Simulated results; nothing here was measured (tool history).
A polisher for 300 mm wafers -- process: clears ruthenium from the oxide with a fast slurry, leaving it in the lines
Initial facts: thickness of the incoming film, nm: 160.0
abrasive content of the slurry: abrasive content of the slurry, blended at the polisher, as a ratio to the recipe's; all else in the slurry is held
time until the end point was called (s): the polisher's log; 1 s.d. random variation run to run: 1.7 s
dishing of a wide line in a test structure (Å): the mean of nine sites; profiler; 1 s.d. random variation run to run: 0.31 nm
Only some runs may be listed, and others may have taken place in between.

run,hour,flow of slurry (ml/min),pressure of the wafer on the pad (psi),speed of the pad under the wafer (m/s),abrasive content of the slurry,overpolish time after the end point (s),time until the end point was called (s),dishing of a wide line in a test structure (Å)
1,0.0,320,2.1,0.94,1.0,10,63.208,194.53
2,1.9,320,2.0,0.94,1.0,11,63.831,203.24
3,10.7,320,1.8,0.92,1.0,12,70.721,202.39
4,14.4,320,1.4,0.92,1.0,12,87.842,164.00
5,17.4,320,1.4,0.92,0.8,12,105.580,136.77
6,20.7,320,1.4,0.92,0.8,13,105.050,152.87

Run 7 has not been measured yet. What should we expect?
7,24.8,320,1.4,0.92,0.8,15,?,?

{"run 7": {"time until the end point was called (s)": 105.41, "dishing of a wide line in a test structure (Å)": 176.62}}

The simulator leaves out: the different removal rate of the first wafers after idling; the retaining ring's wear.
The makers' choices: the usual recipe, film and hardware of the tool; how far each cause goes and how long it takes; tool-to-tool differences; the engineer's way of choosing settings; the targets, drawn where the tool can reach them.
